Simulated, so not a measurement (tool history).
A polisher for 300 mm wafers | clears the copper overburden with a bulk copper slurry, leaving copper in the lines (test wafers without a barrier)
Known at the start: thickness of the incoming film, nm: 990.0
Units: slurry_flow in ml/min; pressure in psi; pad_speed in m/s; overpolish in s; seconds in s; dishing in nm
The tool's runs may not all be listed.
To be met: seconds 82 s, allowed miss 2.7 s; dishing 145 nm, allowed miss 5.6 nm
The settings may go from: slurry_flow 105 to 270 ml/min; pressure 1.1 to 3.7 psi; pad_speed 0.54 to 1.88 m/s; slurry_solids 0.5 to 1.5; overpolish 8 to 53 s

| run | hour | slurry_flow | pressure | pad_speed | slurry_solids | overpolish | seconds | dishing |
|---|---|---|---|---|---|---|---|---|
| 1 | 0 | 175 | 2.4 | 1.2 | 1 | 27 | 103.17 | 109.45 |
| 2 | 8.1 | 175 | 2.5 | 1.2 | 1 | 28 | 100.84 | 113.58 |
| 3 | 12.5 | 190 | 2.5 | 1.2 | 1 | 28 | 99.535 | 115.53 |
| 4 | 13.5 | 190 | 2.5 | 1.2 | 1.15 | 28 | 95.21 | 116.48 |
| 5 | 17.5 | 190 | 2.6 | 1.2 | 1.15 | 29 | 90.835 | 121.13 |
| 6 | 26.1 | 190 | 2.9 | 1.2 | 1.15 | 29 | 83.538 | 132.5 |
| 7 | 33.4 | 195 | 3 | 1.18 | 1.15 | 31 | 81.242 | 137.53 |
| 8 | 41.7 | 195 | 3 | 1.18 | 1.15 | 33 | 81.067 | 136.75 |

4 next moves are on the table. One of them brings every result within its allowed miss. Which?
| A | 50 | 140 | 3 | 1.3 | 1 | 43 | ? | ? |
| B | 50 | 195 | 3 | 1.2 | 1.25 | 27 | ? | ? |
| C | 50 | 215 | 3.1 | 1.04 | 1.25 | 32 | ? | ? |
| D | 50 | 185 | 3.3 | 1 | 1.25 | 29 | ? | ? |

| move | seconds | dishing |
|---|---|---|
| A | 81.478 | 147.21 |
| B | 78.066 | 130.26 |
| C | 83.661 | 136.23 |
| D | 82.736 | 134.14 |
A: meets every target
B: further off than the last run
C: further off than the last run
D: further off than the last run
Answer: A

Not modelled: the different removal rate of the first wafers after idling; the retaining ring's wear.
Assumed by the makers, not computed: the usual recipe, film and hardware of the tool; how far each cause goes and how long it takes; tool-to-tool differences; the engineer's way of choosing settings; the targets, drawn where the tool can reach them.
